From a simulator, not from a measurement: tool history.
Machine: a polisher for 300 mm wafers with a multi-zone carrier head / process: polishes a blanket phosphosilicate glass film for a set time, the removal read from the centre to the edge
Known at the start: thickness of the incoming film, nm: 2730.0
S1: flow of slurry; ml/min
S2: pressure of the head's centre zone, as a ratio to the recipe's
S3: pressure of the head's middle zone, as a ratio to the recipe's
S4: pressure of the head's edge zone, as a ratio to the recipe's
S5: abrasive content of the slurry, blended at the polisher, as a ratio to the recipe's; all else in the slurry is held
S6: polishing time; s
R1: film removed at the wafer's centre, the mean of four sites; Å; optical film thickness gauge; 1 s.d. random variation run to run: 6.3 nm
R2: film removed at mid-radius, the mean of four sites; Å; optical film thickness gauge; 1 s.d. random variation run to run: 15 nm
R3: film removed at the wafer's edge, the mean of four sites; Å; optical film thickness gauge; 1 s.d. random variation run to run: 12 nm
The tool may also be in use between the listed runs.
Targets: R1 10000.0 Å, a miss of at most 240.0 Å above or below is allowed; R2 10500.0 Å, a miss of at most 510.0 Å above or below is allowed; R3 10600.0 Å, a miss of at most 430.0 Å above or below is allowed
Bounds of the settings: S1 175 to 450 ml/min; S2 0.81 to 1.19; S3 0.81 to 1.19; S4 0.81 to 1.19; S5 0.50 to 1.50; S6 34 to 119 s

run  hour   S1    S2    S3    S4    S5  S6      R1      R2      R3
  1   0.0  290  1.00  1.00  1.00  1.00  76  8014.9  8414.9  8040.0
  2   2.9  290  1.01  1.01  1.03  1.10  76  8441.0  8602.3  8363.1
  3   9.2  340  1.01  1.01  1.03  1.10  76  8463.7  8855.3  8353.0
  4   9.8  340  1.01  1.01  1.03  0.90  76  8003.0  8156.4  7949.4
  5  10.6  340  1.01  1.01  0.95  0.90  76  7896.3  8033.1  7751.9
  6  19.4  335  0.99  0.98  0.97  1.05  78  8426.2  8842.7  8283.0
  7  23.8  305  0.99  0.97  1.02  1.15  79  8809.7  8919.8  8837.6
  8  26.7  305  0.99  0.97  1.02  1.15  79  8634.3  8907.0  8794.2

Of the 5 settings listed for the next run, only one would bring every result within its allowed miss of target. Which one?
  A  29.6  400  1.05  1.19  1.04  1.25   83   ?   ?   ?
  B  29.6  315  0.84  0.98  1.11  1.05  105   ?   ?   ?
  C  29.6  280  0.96  0.97  1.05  1.20   93   ?   ?   ?
  D  29.6  365  0.92  1.19  0.92  1.40   82   ?   ?   ?
  E  29.6  205  1.00  0.98  0.97  1.20   74   ?   ?   ?

move       R1       R2       R3
   A  10130.0  11286.0   9793.9
   B  10039.0  11446.0  11972.0
   C  10080.0  10346.0  10641.0
   D   9295.3  11459.0   9387.2
   E   7881.3   7941.5   7885.9
A: the worst result of the last run now meets its target, but another is out of spec
B: the worst result of the last run now meets its target, but another is out of spec
C: in spec on every target
D: closer than the last run, but not yet in spec
E: further off than the last run
Move C is the one to make.
